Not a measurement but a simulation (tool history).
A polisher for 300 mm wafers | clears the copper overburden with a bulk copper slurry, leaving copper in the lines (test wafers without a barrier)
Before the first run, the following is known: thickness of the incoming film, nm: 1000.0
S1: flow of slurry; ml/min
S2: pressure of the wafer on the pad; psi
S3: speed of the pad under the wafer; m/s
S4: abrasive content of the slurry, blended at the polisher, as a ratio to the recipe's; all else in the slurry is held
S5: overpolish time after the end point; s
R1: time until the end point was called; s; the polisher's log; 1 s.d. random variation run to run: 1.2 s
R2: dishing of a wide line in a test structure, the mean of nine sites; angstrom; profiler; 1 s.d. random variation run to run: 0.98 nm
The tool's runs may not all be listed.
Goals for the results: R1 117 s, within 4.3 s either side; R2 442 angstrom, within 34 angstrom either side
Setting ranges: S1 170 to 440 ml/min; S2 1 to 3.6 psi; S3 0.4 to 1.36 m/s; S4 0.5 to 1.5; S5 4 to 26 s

run 1 hour=0 | S1=280 S2=2.3 S3=0.88 S4=1 S5=13 | R1=160.11 R2=559.48
run 2 hour=6.3 | S1=210 S2=2.3 S3=0.88 S4=1 S5=13 | R1=161.8 R2=550.1
run 3 hour=7.1 | S1=210 S2=2.4 S3=0.88 S4=1 S5=11 | R1=157.17 R2=504.37
run 4 hour=11.5 | S1=210 S2=2.5 S3=0.88 S4=1 S5=10 | R1=153.91 R2=485.88
run 5 hour=19.4 | S1=210 S2=3.1 S3=0.88 S4=1 S5=10 | R1=121.98 R2=581.58
run 6 hour=26.6 | S1=210 S2=3.1 S3=0.76 S4=1 S5=10 | R1=142.87 R2=517.42
run 7 hour=29.3 | S1=210 S2=3.2 S3=0.76 S4=1 S5=9 | R1=137.64 R2=469.63
run 8 hour=36 | S1=210 S2=3.3 S3=0.76 S4=1 S5=8 | R1=132.76 R2=468.09
run 9 hour=40.8 | S1=210 S2=3.4 S3=0.76 S4=1 S5=7 | R1=127.71 R2=427.26
run 10 hour=41.9 | S1=215 S2=3.5 S3=0.76 S4=1 S5=7 | R1=124.98 R2=416.58

Pick the move, out of 4, that brings all results within their allowed miss; only one does.
run A hour=43 | S1=210 S2=3.5 S3=0.74 S4=1 S5=7 | R1=? R2=?
run B hour=43 | S1=195 S2=3.6 S3=0.68 S4=0.9 S5=8 | R1=? R2=?
run C hour=43 | S1=275 S2=3.6 S3=0.72 S4=1.25 S5=7 | R1=? R2=?
run D hour=43 | S1=200 S2=3.4 S3=0.72 S4=1.05 S5=7 | R1=? R2=?

move=A R1=130.79 R2=409.29
move=B R1=142.99 R2=426.16
move=C R1=120.18 R2=441.5
move=D R1=137.19 R2=391.86
A: its largest miss is bigger than the last run's
B: its largest miss is bigger than the last run's
C: meets every target
D: its largest miss is bigger than the last run's
C meets every target.
